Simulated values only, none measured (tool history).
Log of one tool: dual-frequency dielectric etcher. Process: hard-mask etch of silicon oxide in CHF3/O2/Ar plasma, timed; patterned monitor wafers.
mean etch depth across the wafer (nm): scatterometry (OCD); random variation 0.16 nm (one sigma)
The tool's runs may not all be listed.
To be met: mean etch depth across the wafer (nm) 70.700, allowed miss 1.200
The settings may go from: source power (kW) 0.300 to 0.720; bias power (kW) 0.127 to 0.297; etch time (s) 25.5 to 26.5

run,hour,source power (kW),bias power (kW),etch time (s),mean etch depth across the wafer (nm)
1,0.0,0.510,0.212,25.5,59.908
2,1.2,0.510,0.212,26.5,62.740
3,9.1,0.510,0.192,26.5,60.729
4,16.6,0.510,0.166,26.5,57.836
5,17.8,0.540,0.170,26.5,60.199
6,25.7,0.560,0.171,26.5,61.751
7,29.2,0.580,0.172,26.5,63.245
8,33.6,0.590,0.173,26.5,63.674
9,40.3,0.600,0.174,26.5,64.411
10,44.6,0.610,0.175,26.5,65.166
11,52.1,0.620,0.175,26.5,65.825
# hour 56.5: wet clean of the chamber
12,56.5,0.620,0.175,26.5,68.530
13,65.0,0.630,0.175,26.5,69.167

5 next moves are on the table. One of them brings every result within its allowed miss. Which?
A,73.5,0.720,0.172,26.5,?
B,73.5,0.640,0.166,26.0,?
C,73.5,0.710,0.183,26.0,?
D,73.5,0.640,0.195,26.0,?
E,73.5,0.630,0.220,26.0,?

move,mean etch depth across the wafer (nm)
A,73.897
B,67.368
C,73.280
D,70.646
E,72.689
A: takes the result that was furthest off past its target
B: further off than the last run
C: takes the result that was furthest off past its target
D: meets every target
E: takes the result that was furthest off past its target
Answer: D
